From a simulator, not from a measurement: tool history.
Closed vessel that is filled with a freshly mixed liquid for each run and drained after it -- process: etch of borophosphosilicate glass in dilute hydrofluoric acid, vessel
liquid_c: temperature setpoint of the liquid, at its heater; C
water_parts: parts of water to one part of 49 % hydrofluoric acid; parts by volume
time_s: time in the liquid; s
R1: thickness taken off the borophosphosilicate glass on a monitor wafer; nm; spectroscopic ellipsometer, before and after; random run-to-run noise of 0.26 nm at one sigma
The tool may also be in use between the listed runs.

{"run": 1, "hour": 0.0, "liquid_c": 22, "water_parts": 190, "time_s": 500, "R1": 64.012}
{"run": 2, "hour": 2.9, "liquid_c": 23, "water_parts": 190, "time_s": 500, "R1": 66.234}
{"run": 3, "hour": 11.0, "liquid_c": 23, "water_parts": 145, "time_s": 500, "R1": 91.959}
{"run": 4, "hour": 14.6, "liquid_c": 23, "water_parts": 145, "time_s": 535, "R1": 98.024}
{"run": 5, "hour": 20.6, "liquid_c": 23, "water_parts": 145, "time_s": 500, "R1": 92.481}
{"run": 6, "hour": 29.2, "liquid_c": 25, "water_parts": 145, "time_s": 500, "R1": 98.128}
{"run": 7, "hour": 32.6, "liquid_c": 23.5, "water_parts": 145, "time_s": 500, "R1": 93.61}
{"run": 8, "hour": 33.4, "liquid_c": 22, "water_parts": 145, "time_s": 500, "R1": 88.404}
{"run": 9, "hour": 36.4, "liquid_c": 21, "water_parts": 145, "time_s": 500, "R1": 84.947}
{"run": 10, "hour": 42.1, "liquid_c": 20, "water_parts": 145, "time_s": 500, "R1": 81.764}
{"run": 11, "hour": 46.6, "liquid_c": 19.5, "water_parts": 145, "time_s": 500, "R1": 80.167}

What does the tool deliver on the next run?
{"run": 12, "hour": 52.2, "liquid_c": 17, "water_parts": 145, "time_s": 500, "R1": "?"}

Run 12 came out at R1 72.142 nm.
